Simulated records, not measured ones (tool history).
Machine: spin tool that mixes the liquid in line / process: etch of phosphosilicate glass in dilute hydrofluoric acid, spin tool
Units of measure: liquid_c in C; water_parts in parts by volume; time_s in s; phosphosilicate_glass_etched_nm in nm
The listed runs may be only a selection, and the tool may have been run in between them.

run,hour,liquid_c,water_parts,time_s,phosphosilicate_glass_etched_nm
1,0,22,295,25,11.113
2,3,22,295,25,11.385
3,7.9,22,295,20,8.9964
4,14.7,22,295,25,11.158
5,17.6,22,190,25,19.456
# hour 25.2: hydrofluoric acid flow meter replaced
6,25.2,22,190,20,16.658
7,28.1,23.5,165,20,20.638
8,31.3,24.5,150,20,24.085
9,40,25.5,140,20,26.399
10,41.8,29.5,70,20,68.746
11,47.9,28.5,70,20,67.078
12,53.5,27.5,70,20,63.723
13,57.9,26.5,70,20,60.718
14,63.4,25,70,20,58.519
15,71.4,23.5,75,20,50.321
16,76.1,22.5,75,20,48.812
17,77.1,21.5,75,20,46.151
18,85.3,21,75,20,45.275
19,90.2,20.5,75,20,44.857
20,94.3,20,75,20,43.67

Expected results for the next run?
21,99.4,19.5,75,20,?

phosphosilicate_glass_etched_nm: 42.504 nm
